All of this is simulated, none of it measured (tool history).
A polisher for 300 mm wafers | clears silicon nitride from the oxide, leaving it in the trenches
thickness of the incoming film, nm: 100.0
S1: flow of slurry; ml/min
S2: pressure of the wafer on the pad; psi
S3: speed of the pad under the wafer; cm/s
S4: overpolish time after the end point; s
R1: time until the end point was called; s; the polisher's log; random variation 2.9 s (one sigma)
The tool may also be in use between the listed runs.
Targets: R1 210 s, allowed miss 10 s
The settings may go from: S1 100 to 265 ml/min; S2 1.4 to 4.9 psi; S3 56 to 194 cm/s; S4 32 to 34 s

run	hour	S1	S2	S3	S4	R1
1	0	170	3.1	124	32	90.905
2	4.3	170	2.8	118	32	103.53
3	12.4	170	2.5	112	32	120.57
4	17.9	190	2.5	112	32	120.15
5	19.9	190	2.3	108	32	133.07
6	22.3	190	2.8	108	32	111.92
7	25.6	190	2.5	104	32	129.98
8	33.6	190	2.3	102	32	140.11
9	36.8	190	2.1	100	32	154.86
10	39.6	190	2	98	32	166.23
11	45.8	190	1.9	98	32	173.21
12	51.6	190	1.8	98	32	184.63

Which of these 5 next moves meets every target?
A	57.4	240	1.6	118	32	?
B	57.4	265	1.5	116	32	?
C	57.4	200	1.7	100	32	?
D	57.4	160	1.4	114	34	?
E	57.4	160	2.3	74	32	?

move	R1
A	168.08
B	179.64
C	184.42
D	203.31
E	177.98
A: further off than the last run
B: further off than the last run
C: as far off as the last run
D: meets every target
E: further off than the last run
The right move is D.

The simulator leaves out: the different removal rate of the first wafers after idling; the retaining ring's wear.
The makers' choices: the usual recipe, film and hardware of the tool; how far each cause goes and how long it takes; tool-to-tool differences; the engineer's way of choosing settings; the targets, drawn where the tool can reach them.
